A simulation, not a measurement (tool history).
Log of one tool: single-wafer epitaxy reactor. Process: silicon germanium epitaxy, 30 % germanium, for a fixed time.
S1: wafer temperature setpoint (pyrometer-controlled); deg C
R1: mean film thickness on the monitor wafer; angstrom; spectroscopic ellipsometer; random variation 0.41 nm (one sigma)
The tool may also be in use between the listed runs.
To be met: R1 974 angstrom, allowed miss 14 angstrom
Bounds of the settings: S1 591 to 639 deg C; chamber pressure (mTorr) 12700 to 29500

{"run": 1, "hour": 0.0, "S1": 615, "chamber pressure (mTorr)": 21100, "R1": 802.79}
{"run": 2, "hour": 4.9, "S1": 622, "chamber pressure (mTorr)": 21100, "R1": 902.3}
{"run": 3, "hour": 10.8, "S1": 623, "chamber pressure (mTorr)": 21100, "R1": 922.44}
{"run": 4, "hour": 12.9, "S1": 623, "chamber pressure (mTorr)": 18100, "R1": 839.03}
{"run": 5, "hour": 18.1, "S1": 625, "chamber pressure (mTorr)": 18100, "R1": 870.11}
{"run": 6, "hour": 25.1, "S1": 625, "chamber pressure (mTorr)": 16800, "R1": 839.95}
{"run": 7, "hour": 26.3, "S1": 627, "chamber pressure (mTorr)": 16800, "R1": 862.07}
{"run": 8, "hour": 33.8, "S1": 629, "chamber pressure (mTorr)": 16800, "R1": 899.54}
{"run": 9, "hour": 41.2, "S1": 629, "chamber pressure (mTorr)": 16800, "R1": 890.92}
{"run": 10, "hour": 45.3, "S1": 631, "chamber pressure (mTorr)": 16800, "R1": 914.6}
{"run": 11, "hour": 46.7, "S1": 632, "chamber pressure (mTorr)": 16800, "R1": 936.17}
{"run": 12, "hour": 48.7, "S1": 633, "chamber pressure (mTorr)": 16800, "R1": 948.04}

Which of these 5 next moves meets every target?
{"run": "A", "hour": 50.7, "S1": 625, "chamber pressure (mTorr)": 20800, "R1": "?"}
{"run": "B", "hour": 50.7, "S1": 630, "chamber pressure (mTorr)": 17400, "R1": "?"}
{"run": "C", "hour": 50.7, "S1": 629, "chamber pressure (mTorr)": 17500, "R1": "?"}
{"run": "D", "hour": 50.7, "S1": 633, "chamber pressure (mTorr)": 16600, "R1": "?"}
{"run": "E", "hour": 50.7, "S1": 634, "chamber pressure (mTorr)": 17400, "R1": "?"}

move=A R1=936.68
move=B R1=922.3
move=C R1=911.21
move=D R1=941.15
move=E R1=979.43
A: further off than the last run
B: further off than the last run
C: further off than the last run
D: further off than the last run
E: meets every target
Move E is the one to make.
